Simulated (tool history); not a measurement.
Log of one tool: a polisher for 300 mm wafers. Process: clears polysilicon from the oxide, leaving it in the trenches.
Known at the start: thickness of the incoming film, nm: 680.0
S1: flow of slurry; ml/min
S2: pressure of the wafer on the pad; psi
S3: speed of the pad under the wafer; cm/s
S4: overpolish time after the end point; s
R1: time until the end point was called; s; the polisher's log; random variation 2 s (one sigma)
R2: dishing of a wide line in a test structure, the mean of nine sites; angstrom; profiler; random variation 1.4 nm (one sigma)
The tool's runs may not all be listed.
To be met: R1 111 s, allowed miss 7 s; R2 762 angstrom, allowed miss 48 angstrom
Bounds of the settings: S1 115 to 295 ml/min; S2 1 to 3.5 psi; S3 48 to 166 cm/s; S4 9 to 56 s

| run | day | S1 | S2 | S3 | S4 | R1 | R2 |
|---|---|---|---|---|---|---|---|
| 1 | 0 | 190 | 2.2 | 106 | 29 | 62.819 | 879.93 |
| 2 | 0.304 | 190 | 2 | 104 | 25 | 66.772 | 839.39 |
| 3 | 0.479 | 190 | 1.8 | 100 | 25 | 79.811 | 805.05 |
| 4 | 0.733 | 190 | 1.8 | 124 | 25 | 64.313 | 830.32 |
| 5 | 0.896 | 190 | 1.8 | 110 | 25 | 70.828 | 827.08 |
| 6 | 1.104 | 190 | 1.7 | 108 | 25 | 77.466 | 805.33 |
| 7 | 1.246 | 190 | 1.6 | 108 | 26 | 82.213 | 855.25 |
| 8 | 1.504 | 190 | 1.5 | 106 | 24 | 88.751 | 796.01 |
| 9 | 1.742 | 190 | 1.4 | 106 | 24 | 94.622 | 766.5 |
| 10 | 1.838 | 190 | 1.4 | 106 | 25 | 93.124 | 787.87 |
| 11 | 1.929 | 190 | 1.3 | 106 | 25 | 101.51 | 749.48 |
| 12 | 2.271 | 190 | 1.3 | 106 | 26 | 100.35 | 779.11 |

5 next moves are on the table. One of them brings every result within its allowed miss. Which?
| A | 2.612 | 195 | 1.2 | 102 | 56 | ? | ? |
| B | 2.612 | 205 | 1.3 | 94 | 29 | ? | ? |
| C | 2.612 | 210 | 1.4 | 120 | 35 | ? | ? |
| D | 2.612 | 185 | 1.3 | 98 | 55 | ? | ? |
| E | 2.612 | 180 | 1 | 108 | 20 | ? | ? |

| move | R1 | R2 |
|---|---|---|
| A | 111.83 | 868.94 |
| B | 111.39 | 776.15 |
| C | 81.645 | 856.65 |
| D | 108.6 | 869.64 |
| E | 127.14 | 635.75 |
A: brings the result that was furthest off to its target, and leaves another outside
B: meets every target
C: further off than the last run
D: brings the result that was furthest off to its target, and leaves another outside
E: takes the result that was furthest off past its target
The right move is B.
